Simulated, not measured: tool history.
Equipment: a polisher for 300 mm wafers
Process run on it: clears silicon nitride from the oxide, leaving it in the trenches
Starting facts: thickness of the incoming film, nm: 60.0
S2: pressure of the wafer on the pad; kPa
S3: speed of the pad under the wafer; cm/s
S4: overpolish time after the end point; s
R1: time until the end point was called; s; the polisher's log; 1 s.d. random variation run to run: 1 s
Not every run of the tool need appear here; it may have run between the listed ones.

{"run": 1, "hour": 0.0, "flow of slurry (ml/min)": 165, "S2": 16.5, "S3": 90, "S4": 5, "R1": 96.87}
{"run": 2, "hour": 6.1, "flow of slurry (ml/min)": 165, "S2": 18.6, "S3": 90, "S4": 5, "R1": 86.573}
{"run": 3, "hour": 13.1, "flow of slurry (ml/min)": 165, "S2": 22.1, "S3": 90, "S4": 5, "R1": 72.952}
{"run": 4, "hour": 21.0, "flow of slurry (ml/min)": 165, "S2": 22.1, "S3": 90, "S4": 5, "R1": 73.212}
{"hour": 25.2, "done": "slurry nozzle cleaned"}
{"run": 5, "hour": 25.2, "flow of slurry (ml/min)": 165, "S2": 22.1, "S3": 90, "S4": 4, "R1": 68.076}
{"run": 6, "hour": 29.6, "flow of slurry (ml/min)": 160, "S2": 19.3, "S3": 90, "S4": 4, "R1": 77.745}
{"run": 7, "hour": 32.2, "flow of slurry (ml/min)": 165, "S2": 17.2, "S3": 90, "S4": 4, "R1": 86.548}
{"run": 8, "hour": 38.1, "flow of slurry (ml/min)": 165, "S2": 15.2, "S3": 90, "S4": 4, "R1": 97.567}
{"run": 9, "hour": 41.9, "flow of slurry (ml/min)": 165, "S2": 13.8, "S3": 90, "S4": 4, "R1": 106.99}

Predict the results of run 10:
{"run": 10, "hour": 45.2, "flow of slurry (ml/min)": 165, "S2": 13.1, "S3": 90, "S4": 4, "R1": "?"}

R1: 114.150 s

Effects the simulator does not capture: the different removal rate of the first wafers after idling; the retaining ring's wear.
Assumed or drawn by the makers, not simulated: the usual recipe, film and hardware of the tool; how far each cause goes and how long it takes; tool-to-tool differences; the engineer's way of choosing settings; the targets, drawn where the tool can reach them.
